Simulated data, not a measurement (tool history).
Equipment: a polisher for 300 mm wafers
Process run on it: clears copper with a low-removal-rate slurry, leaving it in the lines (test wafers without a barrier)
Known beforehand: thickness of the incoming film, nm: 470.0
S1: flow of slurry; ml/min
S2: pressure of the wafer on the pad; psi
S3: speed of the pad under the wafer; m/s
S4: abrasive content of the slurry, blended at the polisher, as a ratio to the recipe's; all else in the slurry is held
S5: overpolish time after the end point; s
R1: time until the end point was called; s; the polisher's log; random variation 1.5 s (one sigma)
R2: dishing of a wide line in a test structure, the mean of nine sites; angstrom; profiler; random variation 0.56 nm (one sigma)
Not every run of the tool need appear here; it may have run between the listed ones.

run 1 hour=0.0 | S1=140 S2=3.9 S3=1.08 S4=1.0 S5=10 | R1=103.37 R2=275.86
run 2 hour=9.0 | S1=135 S2=3.5 S3=1.08 S4=1.0 S5=11 | R1=116.23 R2=275.53
run 3 hour=14.3 | S1=135 S2=3.5 S3=1.08 S4=0.9 S5=11 | R1=122.26 R2=270.09
run 4 hour=22.6 | S1=130 S2=3.3 S3=1.08 S4=0.9 S5=12 | R1=127.50 R2=266.46
run 5 hour=31.1 | S1=110 S2=3.3 S3=1.08 S4=0.9 S5=12 | R1=132.76 R2=264.98
run 6 hour=34.1 | S1=110 S2=3.3 S3=1.08 S4=0.9 S5=9 | R1=135.38 R2=214.12
run 7 hour=39.5 | S1=105 S2=3.2 S3=1.08 S4=0.9 S5=11 | R1=139.43 R2=243.74
-- hour=44.8 head pressure recalibrated
run 8 hour=44.8 | S1=100 S2=3.1 S3=1.08 S4=0.9 S5=12 | R1=152.96 R2=243.01
run 9 hour=50.2 | S1=100 S2=3.1 S3=1.08 S4=0.9 S5=13 | R1=154.04 R2=256.25

Estimate the outcome of run 10 from the log above:
run 10 hour=55.2 | S1=100 S2=3.1 S3=1.08 S4=0.9 S5=14 | R1=? R2=?

R1: 151.45 s
R2: 273.16 angstrom
